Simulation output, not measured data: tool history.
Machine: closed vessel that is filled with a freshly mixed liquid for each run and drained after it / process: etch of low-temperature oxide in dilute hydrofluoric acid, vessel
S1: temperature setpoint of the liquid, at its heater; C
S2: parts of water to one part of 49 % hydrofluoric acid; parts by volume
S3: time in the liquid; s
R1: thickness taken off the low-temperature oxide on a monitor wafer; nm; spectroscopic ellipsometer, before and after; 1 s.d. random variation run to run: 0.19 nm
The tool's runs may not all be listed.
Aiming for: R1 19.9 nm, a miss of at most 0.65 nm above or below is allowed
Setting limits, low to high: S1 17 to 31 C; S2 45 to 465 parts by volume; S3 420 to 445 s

run  hour    S1   S2   S3      R1
  1     0    23  255  420  41.468
  2   0.7    23  195  420  58.951
  3   8.2    20  195  420  51.553
  4    14    20  195  420  51.579
  5  18.8    20  280  420  33.019
  6  23.6    20  215  420  45.937
  7  28.4  19.5  240  420  39.827
  8  33.3    19  260  420  35.206
  9  36.5  18.5  275  420  32.054
 10    38  18.5  290  420  29.678
 11  39.1  18.5  300  420   28.57
 12  42.8  18.5  310  420  27.315
 13  51.5  18.5  320  420  27.129
 14  55.3  18.5  330  420  25.135
 15  57.1  18.5  335  420  25.039

Exercise: of the 5 proposed moves below, exactly one satisfies all targets within the stated allowed misses. Which move is it?
  A  58.9  18.5  295  445   ?
  B  58.9    18  370  420   ?
  C  58.9    17  400  445   ?
  D  58.9    17  290  445   ?
  E  58.9  19.5  315  445   ?

move      R1
   A  31.275
   B    21.7
   C  20.031
   D  30.195
   E  29.865
A: its largest miss is bigger than the last run's
B: closer than the last run, but not yet in spec
C: all results land within tolerance of their targets
D: its largest miss is bigger than the last run's
E: its largest miss is bigger than the last run's
The right move is C.
